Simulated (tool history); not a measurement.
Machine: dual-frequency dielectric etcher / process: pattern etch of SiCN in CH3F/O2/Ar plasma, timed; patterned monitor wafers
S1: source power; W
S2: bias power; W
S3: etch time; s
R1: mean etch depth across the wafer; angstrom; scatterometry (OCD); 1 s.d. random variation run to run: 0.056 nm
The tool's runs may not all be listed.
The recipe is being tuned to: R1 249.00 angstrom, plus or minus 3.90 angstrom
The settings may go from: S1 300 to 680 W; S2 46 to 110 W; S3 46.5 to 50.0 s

run	hour	S1	S2	S3	R1
1	0.0	490	78	50.0	222.08
2	2.2	510	78	50.0	226.27
3	4.7	520	78	50.0	228.65
4	11.2	530	78	50.0	231.21
5	12.3	530	78	46.5	215.50
6	13.1	530	78	50.0	231.36
7	18.9	540	78	50.0	234.14
8	22.3	550	78	50.0	235.65
9	25.9	560	78	50.0	237.16
10	28.5	570	78	50.0	240.21
11	30.4	590	78	50.0	243.61

5 candidate next runs follow, results not yet known. Just one meets every target within its allowed miss. Identify it.
A	32.3	590	81	47.5	?
B	32.3	620	67	50.0	?
C	32.3	580	97	46.5	?
D	32.3	640	69	48.5	?
E	32.3	530	94	47.0	?

move	R1
A	235.81
B	234.32
C	247.64
D	233.77
E	236.19
A: misses by more than the last run did
B: misses by more than the last run did
C: meets every target
D: misses by more than the last run did
E: misses by more than the last run did
Move C is the one to make.
